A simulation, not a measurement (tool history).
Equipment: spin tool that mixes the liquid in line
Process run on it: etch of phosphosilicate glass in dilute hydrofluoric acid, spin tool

run,day,temperature setpoint of the liquid (K),parts of water to one part of 49 % hydrofluoric acid (parts by volume),time under the liquid (s),thickness taken off the phosphosilicate glass on a monitor wafer (Å)
1,0.000,297.15,275,45,240.93
2,0.229,297.15,275,45,236.05
3,0.317,295.15,275,45,228.17
4,0.517,295.15,180,45,377.17
5,0.558,295.15,180,50,420.39
6,0.904,298.65,180,50,471.11
7,1.108,299.15,175,50,503.35
# day 1.258: hydrofluoric acid flow meter replaced
8,1.258,299.65,170,50,590.97
9,1.533,300.15,170,50,593.05

Run 10 has not been measured yet. What should we expect?
10,1.646,300.65,170,50,?

Run 10 produced thickness taken off the phosphosilicate glass on a monitor wafer (Å) 589.44.

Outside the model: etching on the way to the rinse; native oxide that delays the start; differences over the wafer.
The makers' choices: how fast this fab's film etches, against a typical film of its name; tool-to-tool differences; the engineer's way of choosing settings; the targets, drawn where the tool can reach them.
